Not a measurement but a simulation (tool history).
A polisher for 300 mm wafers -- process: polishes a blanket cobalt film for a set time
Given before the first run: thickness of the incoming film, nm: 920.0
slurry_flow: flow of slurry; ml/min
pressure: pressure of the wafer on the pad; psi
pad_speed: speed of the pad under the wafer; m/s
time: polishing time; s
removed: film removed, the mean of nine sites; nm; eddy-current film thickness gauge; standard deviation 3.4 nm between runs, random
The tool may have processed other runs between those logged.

run	hour	slurry_flow	pressure	pad_speed	time	removed
1	0	195	2.2	0.9	28	143.43
2	2.6	195	2.2	0.7	28	109.74
3	7.3	195	2.2	0.7	28	112.71
4	14	215	2.2	0.7	28	112.98
5	15.6	250	2.2	0.7	28	116.34
6	20.2	250	2.4	0.72	28	127.09

What does the tool deliver on the next run?
7	26.8	250	2.5	0.74	28	?

removed: 130.74 nm
